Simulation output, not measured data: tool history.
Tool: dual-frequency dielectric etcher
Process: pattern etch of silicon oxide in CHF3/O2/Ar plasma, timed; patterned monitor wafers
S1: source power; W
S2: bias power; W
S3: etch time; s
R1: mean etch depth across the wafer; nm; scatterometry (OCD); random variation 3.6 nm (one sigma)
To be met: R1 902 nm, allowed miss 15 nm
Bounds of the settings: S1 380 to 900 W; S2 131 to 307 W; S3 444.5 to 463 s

Run 1, hour 0: S1 640 W, S2 219 W, S3 444.5 s. Result: R1 974.14 nm.
Run 2, hour 8.7: S1 640 W, S2 219 W, S3 444.5 s. Result: R1 969.88 nm.
Run 3, hour 10.6: S1 570 W, S2 219 W, S3 444.5 s. Result: R1 943.22 nm.
Run 4, hour 12.9: S1 560 W, S2 218 W, S3 444.5 s. Result: R1 930.55 nm.
Run 5, hour 16.9: S1 560 W, S2 236 W, S3 444.5 s. Result: R1 949.17 nm.
Run 6, hour 17.9: S1 550 W, S2 235 W, S3 444.5 s. Result: R1 942.23 nm.
Run 7, hour 25.7: S1 540 W, S2 234 W, S3 444.5 s. Result: R1 933.76 nm.
Run 8, hour 30.3: S1 530 W, S2 234 W, S3 444.5 s. Result: R1 932.92 nm.
Run 9, hour 35.7: S1 530 W, S2 234 W, S3 444.5 s. Result: R1 937.04 nm.
Run 10, hour 43.1: S1 520 W, S2 233 W, S3 444.5 s. Result: R1 922.65 nm.

4 next moves are on the table. One of them brings every result within its allowed miss. Which?
Run A, hour 50.5: S1 510 W, S2 227 W, S3 463 s. Result: R1 ?.
Run B, hour 50.5: S1 580 W, S2 225 W, S3 449.5 s. Result: R1 ?.
Run C, hour 50.5: S1 490 W, S2 240 W, S3 463 s. Result: R1 ?.
Run D, hour 50.5: S1 480 W, S2 234 W, S3 445.5 s. Result: R1 ?.

move      R1
   A  956.82
   B  967.52
   C  960.54
   D  910.73
A: further off than the last run
B: further off than the last run
C: further off than the last run
D: meets every target
Answer: D

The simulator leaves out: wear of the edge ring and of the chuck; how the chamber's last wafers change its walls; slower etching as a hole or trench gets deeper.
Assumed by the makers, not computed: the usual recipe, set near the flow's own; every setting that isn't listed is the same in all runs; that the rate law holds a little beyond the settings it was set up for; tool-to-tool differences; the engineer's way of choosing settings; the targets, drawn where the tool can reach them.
